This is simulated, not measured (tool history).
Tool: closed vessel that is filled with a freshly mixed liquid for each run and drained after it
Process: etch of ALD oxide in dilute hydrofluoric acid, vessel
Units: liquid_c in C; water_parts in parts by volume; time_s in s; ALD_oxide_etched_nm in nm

| run | hour | liquid_c | water_parts | time_s | ALD_oxide_etched_nm |
|---|---|---|---|---|---|
| 1 | 0.0 | 23.0 | 200 | 65 | 9.4441 |
| 2 | 8.7 | 23.0 | 200 | 65 | 9.3313 |
| 3 | 15.4 | 25.0 | 185 | 65 | 11.2140 |
| 4 | 18.4 | 25.0 | 185 | 50 | 8.5462 |
| 5 | 21.3 | 25.0 | 185 | 65 | 11.1750 |
| 6 | 26.3 | 26.5 | 175 | 65 | 12.5080 |
| 7 | 32.7 | 30.5 | 135 | 65 | 20.0140 |

What will run 8 give?
| 8 | 40.2 | 30.0 | 135 | 65 | ? |

{"run 8": {"ALD_oxide_etched_nm": 19.345}}

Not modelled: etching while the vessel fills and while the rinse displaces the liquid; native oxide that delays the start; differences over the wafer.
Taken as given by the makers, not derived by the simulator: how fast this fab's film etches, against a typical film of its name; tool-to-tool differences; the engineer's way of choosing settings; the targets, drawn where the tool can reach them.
